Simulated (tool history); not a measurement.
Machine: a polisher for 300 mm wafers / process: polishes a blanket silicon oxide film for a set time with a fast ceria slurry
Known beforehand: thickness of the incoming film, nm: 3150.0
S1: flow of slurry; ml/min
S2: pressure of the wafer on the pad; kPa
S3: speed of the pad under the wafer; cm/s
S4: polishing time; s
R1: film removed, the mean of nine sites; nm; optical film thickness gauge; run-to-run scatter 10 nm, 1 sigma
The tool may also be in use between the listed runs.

run    day   S1    S2   S3  S4      R1
  1  0.000  225  16.5  124  35  610.84
  2  0.354  225  17.9  124  35  657.19
  3  0.617  225  19.3  124  35  725.39
  4  0.742  225  15.9  124  35  588.57
  5  1.050  175  15.9  124  35  561.52
  6  1.325  175  15.9  106  35  478.76
  7  1.412  185  17.9  108  35  567.55
  8  1.592  190  19.3  108  35  617.64

Estimate the outcome of run 9 from the log above:
  9  1.700  195  20.7  108  35   ?

R1: 645.79 nm
